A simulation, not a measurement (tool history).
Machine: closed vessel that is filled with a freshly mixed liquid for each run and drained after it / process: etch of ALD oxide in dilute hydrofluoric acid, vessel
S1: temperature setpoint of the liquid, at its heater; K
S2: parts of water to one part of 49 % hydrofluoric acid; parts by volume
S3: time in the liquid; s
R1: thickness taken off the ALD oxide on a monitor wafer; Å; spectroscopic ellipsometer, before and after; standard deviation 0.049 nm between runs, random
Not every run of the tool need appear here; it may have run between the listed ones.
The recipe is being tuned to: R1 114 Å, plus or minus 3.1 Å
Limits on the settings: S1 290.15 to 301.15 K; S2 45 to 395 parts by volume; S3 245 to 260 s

| run | day | S1 | S2 | S3 | R1 |
|---|---|---|---|---|---|
| 1 | 0 | 293.15 | 220 | 245 | 98.36 |
| 2 | 0.338 | 293.15 | 220 | 260 | 104.09 |
| 3 | 0.696 | 293.15 | 220 | 245 | 98.362 |
| 4 | 0.988 | 293.15 | 295 | 245 | 67.711 |
| 5 | 1.358 | 294.65 | 295 | 245 | 71.895 |
| 6 | 1.667 | 294.65 | 330 | 245 | 62.792 |
| 7 | 1.908 | 296.65 | 310 | 245 | 72.139 |
| 8 | 2.229 | 298.15 | 290 | 245 | 82.742 |
| 9 | 2.342 | 299.15 | 275 | 245 | 92.48 |
| 10 | 2.629 | 299.65 | 265 | 245 | 98.036 |
| 11 | 2.85 | 300.15 | 255 | 245 | 104.24 |
| 12 | 2.958 | 300.65 | 250 | 245 | 109.97 |

Exactly one of the 4 candidate moves below puts every result within its allowed miss. Which one?
| A | 3.067 | 301.15 | 255 | 260 | ? |
| B | 3.067 | 299.65 | 250 | 245 | ? |
| C | 3.067 | 301.15 | 265 | 250 | ? |
| D | 3.067 | 299.65 | 260 | 260 | ? |

| move | R1 |
|---|---|
| A | 114.65 |
| B | 105.23 |
| C | 104.92 |
| D | 106.23 |
A: all results land within tolerance of their targets
B: further off than the last run
C: further off than the last run
D: further off than the last run
A is the move that brings every result within its allowed miss.
